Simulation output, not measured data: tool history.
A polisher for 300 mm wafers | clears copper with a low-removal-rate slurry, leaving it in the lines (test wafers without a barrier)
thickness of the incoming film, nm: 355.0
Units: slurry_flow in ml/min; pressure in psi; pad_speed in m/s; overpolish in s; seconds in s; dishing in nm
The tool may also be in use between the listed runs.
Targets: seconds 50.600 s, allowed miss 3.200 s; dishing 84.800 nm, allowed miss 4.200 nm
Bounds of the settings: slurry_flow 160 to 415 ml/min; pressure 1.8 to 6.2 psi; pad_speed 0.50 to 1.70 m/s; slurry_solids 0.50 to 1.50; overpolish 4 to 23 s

run    day  slurry_flow  pressure  pad_speed  slurry_solids  overpolish  seconds  dishing
  1  0.000          265       4.0       1.10           1.00          12   67.274   43.858
  2  0.171          265       4.4       1.10           1.00          12   61.813   47.828
  3  0.217          265       4.4       1.10           1.00           9   62.200   37.094
  4  0.542          265       4.4       0.84           1.00           9   79.775   29.552
  5  0.733          265       4.5       0.92           1.00          11   72.236   38.516
  6  0.879          265       3.7       0.92           1.00          11   89.003   32.368
  7  0.971          270       4.8       1.16           1.05          17   53.165   72.068
  8  1.100          265       4.9       1.18           1.05          18   51.731   77.014

Which of these 4 next moves meets every target?
  A  1.229          285       4.7       1.50           0.90          14        ?        ?
  B  1.229          305       4.7       1.06           1.15          22        ?        ?
  C  1.229          260       5.8       1.04           1.05          19        ?        ?
  D  1.229          260       5.2       1.14           1.05          16        ?        ?

move  seconds  dishing
   A   43.453   74.307
   B   57.062   85.578
   C   48.943   87.431
   D   49.820   74.622
A: further off than the last run
B: brings the result that was furthest off to its target, and leaves another outside
C: meets every target
D: further off than the last run
Move C is the one to make.
